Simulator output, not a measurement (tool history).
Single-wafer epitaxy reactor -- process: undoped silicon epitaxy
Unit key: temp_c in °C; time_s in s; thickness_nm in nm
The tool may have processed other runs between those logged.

run	day	temp_c	time_s	thickness_nm
1	0	660	376	75.586
2	0.154	660	426	86.688
3	0.342	654	426	77.41
4	0.558	647	426	67.612
5	0.725	653	426	75.741
6	1.029	660	427	85.986
7	1.308	665	428	94.979

The next listed run, before its measurement:
8	1.375	669	429	?

thickness_nm: 104.23 nm
